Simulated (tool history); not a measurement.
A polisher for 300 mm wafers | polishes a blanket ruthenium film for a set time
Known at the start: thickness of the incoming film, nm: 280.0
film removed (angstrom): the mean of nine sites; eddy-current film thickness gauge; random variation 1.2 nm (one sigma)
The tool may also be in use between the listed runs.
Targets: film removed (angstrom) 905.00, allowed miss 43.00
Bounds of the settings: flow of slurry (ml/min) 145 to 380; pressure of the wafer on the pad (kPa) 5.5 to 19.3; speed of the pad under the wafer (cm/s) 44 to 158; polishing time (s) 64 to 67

run  hour  flow of slurry (ml/min)  pressure of the wafer on the pad (kPa)  speed of the pad under the wafer (cm/s)  polishing time (s)  film removed (angstrom)
  1   0.0                      245                                    12.4                                      100                  64                   702.83
  2   6.5                      245                                    13.1                                      100                  64                   741.94
  3  14.9                      245                                    13.8                                      100                  64                   730.67
  4  23.8                      245                                    15.2                                      102                  64                   816.10
  5  26.1                      245                                    15.2                                       82                  64                   646.00
  6  34.0                      245                                    15.2                                       68                  64                   545.60
  7  34.6                      245                                    16.5                                       76                  64                   661.41
  8  35.2                      245                                    19.3                                       86                  64                   797.06
  9  38.3                      245                                    19.3                                       90                  64                   850.77

4 next moves are on the table. One of them brings every result within its allowed miss. Which?
  A  41.4                      265                                    19.3                                       90                  67                        ?
  B  41.4                      230                                    16.5                                       90                  65                        ?
  C  41.4                      230                                    19.3                                       84                  67                        ?
  D  41.4                      205                                    17.9                                       92                  64                        ?

move  film removed (angstrom)
   A                   900.26
   B                   773.01
   C                   828.27
   D                   807.88
A: meets every target
B: further off than the last run
C: further off than the last run
D: further off than the last run
Answer: A

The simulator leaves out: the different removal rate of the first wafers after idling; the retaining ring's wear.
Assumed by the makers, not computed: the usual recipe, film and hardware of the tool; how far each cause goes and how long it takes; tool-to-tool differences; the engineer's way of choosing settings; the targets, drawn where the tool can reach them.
